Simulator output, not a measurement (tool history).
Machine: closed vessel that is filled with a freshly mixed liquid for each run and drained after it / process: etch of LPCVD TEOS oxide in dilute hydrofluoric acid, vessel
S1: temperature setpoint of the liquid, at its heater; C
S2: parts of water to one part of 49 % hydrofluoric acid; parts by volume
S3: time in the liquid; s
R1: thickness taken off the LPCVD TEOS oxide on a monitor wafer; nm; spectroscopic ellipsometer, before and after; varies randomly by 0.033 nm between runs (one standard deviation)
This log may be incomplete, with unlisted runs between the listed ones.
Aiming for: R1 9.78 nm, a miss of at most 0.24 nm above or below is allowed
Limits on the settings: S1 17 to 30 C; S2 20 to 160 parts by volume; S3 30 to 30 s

run,day,S1,S2,S3,R1
1,0,22,90,30,5.8618
2,0.071,22,90,30,5.8691
3,0.117,20.5,90,30,5.5005
4,0.438,20.5,75,30,6.7297
5,0.521,17,75,30,5.802
6,0.679,17,75,30,5.7874
7,0.754,18.5,75,30,6.1879
8,0.917,19.5,75,30,6.4657
9,1.208,20.5,75,30,6.7084
10,1.404,21.5,75,30,6.9818
11,1.738,22.5,75,30,7.2485
12,2.075,23.5,75,30,7.5859
13,2.271,24,75,30,7.7963
14,2.592,24.5,75,30,7.9595
15,2.621,25,75,30,8.1069
16,2.925,25.5,75,30,8.2707
17,3.117,26,75,30,8.4117

Exactly one of the 4 candidate moves below puts every result within its allowed miss. Which one?
A,3.308,25.5,70,30,?
B,3.308,24.5,75,30,?
C,3.308,24,60,30,?
D,3.308,28,65,30,?

move,R1
A,8.8749
B,7.9056
C,9.8746
D,10.627
A: an improvement on the last run, though not all results are within tolerance
B: further off than the last run
C: every result lands within tolerance
D: takes the biggest miss from the last run beyond its target
C is the move that brings every result within its allowed miss.

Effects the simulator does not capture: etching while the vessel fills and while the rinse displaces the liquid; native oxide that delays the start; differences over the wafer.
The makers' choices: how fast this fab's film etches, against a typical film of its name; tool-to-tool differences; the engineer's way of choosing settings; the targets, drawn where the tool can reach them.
